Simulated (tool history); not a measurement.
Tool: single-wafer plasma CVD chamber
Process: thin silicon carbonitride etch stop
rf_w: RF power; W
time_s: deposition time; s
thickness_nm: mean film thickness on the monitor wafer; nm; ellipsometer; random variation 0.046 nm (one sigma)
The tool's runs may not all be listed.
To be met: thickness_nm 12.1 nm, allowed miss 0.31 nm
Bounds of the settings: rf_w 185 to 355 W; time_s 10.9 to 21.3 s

run 1 hour=0 | rf_w=270 time_s=16.1 | thickness_nm=10.486
run 2 hour=4.2 | rf_w=240 time_s=16.1 | thickness_nm=10.101
run 3 hour=5.4 | rf_w=240 time_s=17.5 | thickness_nm=11.049
run 4 hour=9.5 | rf_w=240 time_s=16.4 | thickness_nm=10.282
run 5 hour=12.5 | rf_w=240 time_s=14.6 | thickness_nm=9.1765
run 6 hour=17.7 | rf_w=220 time_s=14.6 | thickness_nm=8.8879
run 7 hour=25.9 | rf_w=230 time_s=15 | thickness_nm=9.3347
run 8 hour=29.8 | rf_w=240 time_s=15.4 | thickness_nm=9.7243
run 9 hour=35.5 | rf_w=240 time_s=15.4 | thickness_nm=9.6459

5 next moves are on the table. One of them brings every result within its allowed miss. Which?
run A hour=41.2 | rf_w=235 time_s=19.2 | thickness_nm=?
run B hour=41.2 | rf_w=230 time_s=11.5 | thickness_nm=?
run C hour=41.2 | rf_w=240 time_s=13.9 | thickness_nm=?
run D hour=41.2 | rf_w=210 time_s=12 | thickness_nm=?
run E hour=41.2 | rf_w=245 time_s=17 | thickness_nm=?

move=A thickness_nm=12.043
move=B thickness_nm=7.1654
move=C thickness_nm=8.7751
move=D thickness_nm=7.2698
move=E thickness_nm=10.8
A: meets every target
B: further off than the last run
C: further off than the last run
D: further off than the last run
E: nearer than the last run, and not there yet
Move A is the one to make.
